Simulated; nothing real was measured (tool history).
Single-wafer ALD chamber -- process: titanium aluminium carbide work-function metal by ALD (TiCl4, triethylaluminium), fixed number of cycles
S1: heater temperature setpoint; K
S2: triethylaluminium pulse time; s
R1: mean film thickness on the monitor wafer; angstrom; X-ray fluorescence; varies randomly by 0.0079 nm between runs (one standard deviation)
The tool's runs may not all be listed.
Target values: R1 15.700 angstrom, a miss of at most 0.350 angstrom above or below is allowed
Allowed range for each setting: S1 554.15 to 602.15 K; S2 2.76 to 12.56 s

{"run": 1, "hour": 0.0, "S1": 578.15, "S2": 7.66, "R1": 20.535}
{"run": 2, "hour": 1.1, "S1": 573.15, "S2": 6.74, "R1": 19.45}
{"run": 3, "hour": 7.8, "S1": 564.15, "S2": 6.74, "R1": 18.53}
{"run": 4, "hour": 9.6, "S1": 571.15, "S2": 6.74, "R1": 19.222}
{"run": 5, "hour": 13.8, "S1": 568.15, "S2": 6.02, "R1": 18.333}
{"run": 6, "hour": 22.4, "S1": 568.15, "S2": 7.7, "R1": 19.464}
{"run": 7, "hour": 23.0, "S1": 565.15, "S2": 6.88, "R1": 18.786}
{"run": 8, "hour": 27.2, "S1": 563.15, "S2": 6.18, "R1": 18.177}
{"run": 9, "hour": 30.0, "S1": 561.15, "S2": 5.56, "R1": 17.071}
{"run": 10, "hour": 30.9, "S1": 560.15, "S2": 5.37, "R1": 16.976}
{"run": 11, "hour": 37.3, "S1": 559.15, "S2": 5.16, "R1": 16.679}
{"run": 12, "hour": 40.9, "S1": 558.15, "S2": 5.01, "R1": 16.42}
{"run": 13, "hour": 45.9, "S1": 557.15, "S2": 4.91, "R1": 16.179}
{"run": 14, "hour": 52.6, "S1": 554.15, "S2": 4.22, "R1": 14.869}
{"run": 15, "hour": 58.1, "S1": 555.15, "S2": 4.25, "R1": 15.135}

Below are 4 possible settings for the next run. Only one of them brings all results inside the allowed miss of their targets. Which is it?
{"run": "A", "hour": 63.6, "S1": 558.15, "S2": 4.37, "R1": "?"}
{"run": "B", "hour": 63.6, "S1": 554.15, "S2": 3.9, "R1": "?"}
{"run": "C", "hour": 63.6, "S1": 555.15, "S2": 4.04, "R1": "?"}
{"run": "D", "hour": 63.6, "S1": 556.15, "S2": 4.06, "R1": "?"}

move=A R1=15.400
move=B R1=14.338
move=C R1=14.648
move=D R1=14.759
A: all results in spec
B: the biggest miss grows against the last run
C: the biggest miss grows against the last run
D: the biggest miss grows against the last run
A is the move that brings every result within its allowed miss.
